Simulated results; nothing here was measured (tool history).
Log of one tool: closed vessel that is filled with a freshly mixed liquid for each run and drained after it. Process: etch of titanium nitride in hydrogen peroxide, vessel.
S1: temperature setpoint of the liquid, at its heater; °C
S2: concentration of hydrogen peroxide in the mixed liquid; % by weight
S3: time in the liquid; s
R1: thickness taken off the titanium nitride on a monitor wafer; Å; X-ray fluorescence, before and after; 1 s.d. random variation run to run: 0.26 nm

run 1 hour=0.0 | S1=48.0 S2=19.5 S3=1305 | R1=637.79
run 2 hour=8.5 | S1=48.0 S2=18.0 S3=1305 | R1=635.43
run 3 hour=16.7 | S1=46.5 S2=18.0 S3=1305 | R1=570.31
run 4 hour=22.5 | S1=46.5 S2=16.0 S3=1305 | R1=554.47
run 5 hour=31.7 | S1=45.5 S2=16.0 S3=1305 | R1=514.39
run 6 hour=40.3 | S1=45.5 S2=20.0 S3=1305 | R1=536.40
run 7 hour=49.0 | S1=44.5 S2=20.0 S3=1305 | R1=499.27
run 8 hour=54.2 | S1=44.0 S2=20.0 S3=1305 | R1=480.28
run 9 hour=59.8 | S1=43.5 S2=20.0 S3=1305 | R1=465.46
run 10 hour=62.3 | S1=43.0 S2=20.0 S3=1305 | R1=452.77

The next listed run, before its measurement:
run 11 hour=67.8 | S1=42.5 S2=20.0 S3=1305 | R1=?

R1: 436.73 Å
